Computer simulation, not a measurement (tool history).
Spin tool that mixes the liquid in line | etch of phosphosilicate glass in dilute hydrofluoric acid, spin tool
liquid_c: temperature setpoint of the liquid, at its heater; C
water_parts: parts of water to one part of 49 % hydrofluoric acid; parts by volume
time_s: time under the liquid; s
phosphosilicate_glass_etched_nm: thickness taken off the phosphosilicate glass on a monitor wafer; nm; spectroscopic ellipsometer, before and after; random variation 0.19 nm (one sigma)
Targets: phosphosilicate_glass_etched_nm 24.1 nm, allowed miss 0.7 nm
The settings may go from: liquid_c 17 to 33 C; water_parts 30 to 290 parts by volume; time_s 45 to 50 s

| run | day | liquid_c | water_parts | time_s | phosphosilicate_glass_etched_nm |
|---|---|---|---|---|---|
| 1 | 0 | 25 | 160 | 45 | 37.636 |
| 2 | 0.279 | 27.5 | 160 | 45 | 41.908 |
| 3 | 0.612 | 26 | 165 | 45 | 38.042 |
| 4 | 0.688 | 23 | 165 | 45 | 33.838 |
| 5 | 0.783 | 21 | 165 | 45 | 31.582 |
| 6 | 0.971 | 21 | 165 | 50 | 34.865 |
| 7 | 1.229 | 21 | 165 | 50 | 35.35 |
| 8 | 1.492 | 20.5 | 170 | 50 | 32.581 |
| 9 | 1.654 | 20 | 170 | 50 | 32.391 |
| 10 | 1.771 | 19.5 | 175 | 50 | 30.496 |
| 11 | 2.083 | 19 | 175 | 50 | 29.511 |

Which of these 5 next moves meets every target?
| A | 2.396 | 20 | 165 | 50 | ? |
| B | 2.396 | 21.5 | 130 | 45 | ? |
| C | 2.396 | 21 | 220 | 45 | ? |
| D | 2.396 | 19.5 | 195 | 45 | ? |
| E | 2.396 | 17 | 210 | 50 | ? |

| move | phosphosilicate_glass_etched_nm |
|---|---|
| A | 34.161 |
| B | 42.979 |
| C | 22.681 |
| D | 24.758 |
| E | 22.829 |
A: further off than the last run
B: further off than the last run
C: takes the result that was furthest off past its target
D: meets every target
E: takes the result that was furthest off past its target
The right move is D.

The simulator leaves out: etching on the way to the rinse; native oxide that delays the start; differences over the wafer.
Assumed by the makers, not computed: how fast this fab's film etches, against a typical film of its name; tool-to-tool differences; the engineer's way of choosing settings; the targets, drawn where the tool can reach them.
